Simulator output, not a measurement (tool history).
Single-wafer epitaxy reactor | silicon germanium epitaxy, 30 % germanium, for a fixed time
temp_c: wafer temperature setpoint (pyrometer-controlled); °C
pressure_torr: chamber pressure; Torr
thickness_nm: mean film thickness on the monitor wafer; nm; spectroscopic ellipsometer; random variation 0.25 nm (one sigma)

run	hour	temp_c	pressure_torr	thickness_nm
1	0.0	615	17.3	68.123
2	7.4	617	17.3	70.992
3	10.2	617	19.3	74.030
4	13.4	618	19.3	75.477
5	18.1	619	19.3	76.689
6	20.1	620	19.3	78.173

Forecast run 7:
7	21.3	621	19.3	?

Run 7 gave thickness_nm 79.236 nm.
